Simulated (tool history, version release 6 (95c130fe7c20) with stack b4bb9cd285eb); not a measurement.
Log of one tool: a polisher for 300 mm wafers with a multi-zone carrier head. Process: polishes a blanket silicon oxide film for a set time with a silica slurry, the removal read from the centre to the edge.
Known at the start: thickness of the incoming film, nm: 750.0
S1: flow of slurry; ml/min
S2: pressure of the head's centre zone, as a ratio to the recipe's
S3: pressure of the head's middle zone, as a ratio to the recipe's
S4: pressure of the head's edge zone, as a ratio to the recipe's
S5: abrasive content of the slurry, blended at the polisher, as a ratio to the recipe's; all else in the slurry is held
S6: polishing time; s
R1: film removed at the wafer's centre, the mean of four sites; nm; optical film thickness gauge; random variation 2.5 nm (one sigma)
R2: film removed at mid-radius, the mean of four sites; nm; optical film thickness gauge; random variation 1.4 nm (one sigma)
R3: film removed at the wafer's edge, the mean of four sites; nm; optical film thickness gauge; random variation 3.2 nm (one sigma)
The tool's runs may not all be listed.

run	hour	S1	S2	S3	S4	S5	S6	R1	R2	R3
1	0.0	255	1.00	1.00	1.00	1.00	59	324.61	323.01	320.51
2	6.5	255	1.00	1.00	1.00	1.00	48	262.25	259.58	258.42
3	10.4	245	0.99	0.98	0.98	1.00	48	259.39	257.37	248.20
4	12.3	235	0.97	0.96	0.99	1.00	48	249.97	249.24	250.61
5	18.1	235	0.97	0.96	0.99	1.00	54	276.71	279.08	284.16
6	21.3	230	0.96	0.92	0.95	0.95	54	269.80	263.90	271.49
7	25.0	210	0.88	0.85	0.85	0.75	54	214.83	213.14	222.88
8	33.9	230	0.89	0.86	0.87	0.75	54	223.49	216.80	228.06
9	41.9	240	0.89	0.88	0.88	0.75	54	217.68	223.65	228.59
10	48.7	245	0.91	0.89	0.89	0.75	54	221.07	224.77	236.14
11	52.0	245	0.93	0.90	0.89	0.75	54	226.85	227.96	230.57

Run 12 comes next. What will it give?
12	59.8	245	0.93	0.90	0.89	0.75	54	?	?	?

{"run 12": {"R1": 228.36, "R2": 226.26, "R3": 234.81}}
